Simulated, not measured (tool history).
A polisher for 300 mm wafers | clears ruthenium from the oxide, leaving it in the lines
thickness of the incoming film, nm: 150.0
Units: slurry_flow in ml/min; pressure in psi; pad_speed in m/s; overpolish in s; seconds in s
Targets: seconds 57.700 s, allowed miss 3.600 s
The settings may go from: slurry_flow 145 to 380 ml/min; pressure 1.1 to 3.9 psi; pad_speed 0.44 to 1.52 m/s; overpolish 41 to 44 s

run  hour  slurry_flow  pressure  pad_speed  overpolish  seconds
  1   0.0          245       2.5       0.98          41  115.710
  2   7.1          245       2.8       1.02          41  100.120
  3  15.8          245       2.8       1.02          44   97.756
  4  24.8          190       2.8       1.02          44  111.080
  5  28.0          190       2.8       1.02          41  102.490
  6  29.3          145       2.8       1.02          41  112.930
     35.7  -- slurry nozzle cleaned
  7  35.7          160       3.1       1.06          41   92.271
  8  40.4          175       3.3       1.08          41   82.035
  9  43.8          185       3.5       1.08          41   77.275
 10  47.6          195       3.6       1.10          41   74.793
 11  51.4          200       3.7       1.14          41   67.884
 12  58.5          205       3.8       1.16          41   66.769

Which of these 4 next moves meets every target?
  A  65.6          190       3.9       1.30          43        ?
  B  65.6          260       3.8       1.10          41        ?
  C  65.6          205       3.9       1.08          41        ?
  D  65.6          195       3.7       1.14          41        ?

move  seconds
   A   60.452
   B   68.425
   C   69.856
   D   70.849
A: meets every target
B: further off than the last run
C: further off than the last run
D: further off than the last run
The right move is A.
